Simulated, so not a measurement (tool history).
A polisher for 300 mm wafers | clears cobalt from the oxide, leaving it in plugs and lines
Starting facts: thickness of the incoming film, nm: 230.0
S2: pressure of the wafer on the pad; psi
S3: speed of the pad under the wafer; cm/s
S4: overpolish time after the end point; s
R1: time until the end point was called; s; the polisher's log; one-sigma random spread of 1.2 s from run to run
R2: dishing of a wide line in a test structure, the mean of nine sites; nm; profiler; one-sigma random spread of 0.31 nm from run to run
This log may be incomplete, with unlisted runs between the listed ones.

run 1 hour=0 | flow_of_slurry_(ml/min)=165 S2=1.8 S3=94 S4=17 | R1=59.871 R2=43.275
run 2 hour=6.3 | flow_of_slurry_(ml/min)=180 S2=1.8 S3=94 S4=17 | R1=57.901 R2=44.387
run 3 hour=7 | flow_of_slurry_(ml/min)=180 S2=1.8 S3=94 S4=14 | R1=58.142 R2=39.851
run 4 hour=11.3 | flow_of_slurry_(ml/min)=170 S2=1.7 S3=94 S4=13 | R1=60.65 R2=35.852
run 5 hour=17.1 | flow_of_slurry_(ml/min)=165 S2=1.6 S3=94 S4=12 | R1=62.959 R2=34.554
run 6 hour=21.8 | flow_of_slurry_(ml/min)=165 S2=1.2 S3=94 S4=12 | R1=73.186 R2=29.937
run 7 hour=26.4 | flow_of_slurry_(ml/min)=160 S2=1.2 S3=92 S4=11 | R1=76.541 R2=27.626
run 8 hour=28.4 | flow_of_slurry_(ml/min)=155 S2=1.2 S3=92 S4=10 | R1=77.595 R2=24.548

Forecast run 9:
run 9 hour=29.5 | flow_of_slurry_(ml/min)=150 S2=1.2 S3=92 S4=10 | R1=? R2=?

R1: 76.287 s
R2: 24.986 nm

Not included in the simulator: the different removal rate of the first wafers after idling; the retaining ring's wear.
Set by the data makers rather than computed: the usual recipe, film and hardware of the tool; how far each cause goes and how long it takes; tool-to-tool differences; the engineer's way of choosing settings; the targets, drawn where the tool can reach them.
